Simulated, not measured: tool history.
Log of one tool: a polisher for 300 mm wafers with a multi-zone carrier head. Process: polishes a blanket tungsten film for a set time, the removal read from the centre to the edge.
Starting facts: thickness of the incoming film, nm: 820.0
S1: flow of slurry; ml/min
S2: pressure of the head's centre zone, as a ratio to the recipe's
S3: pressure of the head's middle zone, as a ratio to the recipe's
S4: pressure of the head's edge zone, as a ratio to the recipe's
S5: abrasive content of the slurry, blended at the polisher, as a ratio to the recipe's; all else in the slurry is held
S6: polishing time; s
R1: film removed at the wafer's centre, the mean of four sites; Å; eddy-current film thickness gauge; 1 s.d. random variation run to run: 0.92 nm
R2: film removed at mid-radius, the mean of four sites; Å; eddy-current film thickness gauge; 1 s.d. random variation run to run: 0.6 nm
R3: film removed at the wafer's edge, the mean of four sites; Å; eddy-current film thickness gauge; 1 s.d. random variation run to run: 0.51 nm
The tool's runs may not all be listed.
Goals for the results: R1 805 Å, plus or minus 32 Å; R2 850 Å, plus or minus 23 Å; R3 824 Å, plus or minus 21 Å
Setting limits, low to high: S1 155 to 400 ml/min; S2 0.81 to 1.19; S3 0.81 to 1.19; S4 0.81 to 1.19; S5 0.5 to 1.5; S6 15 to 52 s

{"run": 1, "hour": 0.0, "S1": 255, "S2": 1, "S3": 1, "S4": 1, "S5": 1, "S6": 33, "R1": 1158.8, "R2": 1136.7, "R3": 1142.9}
{"run": 2, "hour": 8.5, "S1": 255, "S2": 1, "S3": 1.07, "S4": 1, "S5": 1, "S6": 33, "R1": 1129.2, "R2": 1197.1, "R3": 1117.2}
{"run": 3, "hour": 10.3, "S1": 255, "S2": 0.94, "S3": 1.07, "S4": 1, "S5": 1, "S6": 33, "R1": 1061.8, "R2": 1213.9, "R3": 1118.9}
{"run": 4, "hour": 17.7, "S1": 245, "S2": 0.93, "S3": 1.03, "S4": 0.96, "S5": 0.85, "S6": 32, "R1": 995.33, "R2": 1067.3, "R3": 1019.5}
{"run": 5, "hour": 21.0, "S1": 245, "S2": 0.93, "S3": 0.97, "S4": 0.96, "S5": 0.85, "S6": 32, "R1": 1001.8, "R2": 1014.2, "R3": 1029}
{"run": 6, "hour": 23.7, "S1": 235, "S2": 0.9, "S3": 0.97, "S4": 0.92, "S5": 0.75, "S6": 32, "R1": 933.63, "R2": 970.08, "R3": 976.4}
{"run": 7, "hour": 31.4, "S1": 235, "S2": 0.9, "S3": 0.97, "S4": 0.92, "S5": 0.75, "S6": 32, "R1": 938.51, "R2": 980.4, "R3": 967.86}
{"run": 8, "hour": 37.2, "S1": 235, "S2": 0.9, "S3": 0.97, "S4": 0.92, "S5": 0.75, "S6": 32, "R1": 921.71, "R2": 954.26, "R3": 977.35}
{"run": 9, "hour": 39.4, "S1": 235, "S2": 0.9, "S3": 0.98, "S4": 0.89, "S5": 0.65, "S6": 31, "R1": 844.98, "R2": 902.03, "R3": 885.89}
{"run": 10, "hour": 43.1, "S1": 235, "S2": 0.9, "S3": 0.98, "S4": 0.89, "S5": 0.65, "S6": 31, "R1": 841.86, "R2": 897.66, "R3": 886.72}
{"run": 11, "hour": 49.3, "S1": 230, "S2": 0.9, "S3": 0.98, "S4": 0.87, "S5": 0.65, "S6": 31, "R1": 853.61, "R2": 898, "R3": 883.68}
{"run": 12, "hour": 52.5, "S1": 225, "S2": 0.9, "S3": 0.98, "S4": 0.85, "S5": 0.6, "S6": 31, "R1": 834.1, "R2": 875.52, "R3": 847.33}

Exercise: of the 4 proposed moves below, exactly one satisfies all targets within the stated allowed misses. Which move is it?
{"run": "A", "hour": 55.7, "S1": 265, "S2": 0.87, "S3": 1.03, "S4": 0.83, "S5": 0.65, "S6": 29, "R1": "?", "R2": "?", "R3": "?"}
{"run": "B", "hour": 55.7, "S1": 195, "S2": 1.03, "S3": 0.94, "S4": 0.88, "S5": 0.55, "S6": 32, "R1": "?", "R2": "?", "R3": "?"}
{"run": "C", "hour": 55.7, "S1": 350, "S2": 0.84, "S3": 1.01, "S4": 0.81, "S5": 1, "S6": 24, "R1": "?", "R2": "?", "R3": "?"}
{"run": "D", "hour": 55.7, "S1": 230, "S2": 0.91, "S3": 0.97, "S4": 0.83, "S5": 0.7, "S6": 29, "R1": "?", "R2": "?", "R3": "?"}

move=A R1=782.03 R2=896.33 R3=822.08
move=B R1=906.4 R2=832.98 R3=851.66
move=C R1=738.35 R2=855.82 R3=786.74
move=D R1=817.6 R2=858.4 R3=832.38
A: the worst result of the last run now meets its target, but another is out of spec
B: the biggest miss grows against the last run
C: carries the result that was furthest off beyond its target, to the other side
D: each result inside its tolerance
D meets every target.

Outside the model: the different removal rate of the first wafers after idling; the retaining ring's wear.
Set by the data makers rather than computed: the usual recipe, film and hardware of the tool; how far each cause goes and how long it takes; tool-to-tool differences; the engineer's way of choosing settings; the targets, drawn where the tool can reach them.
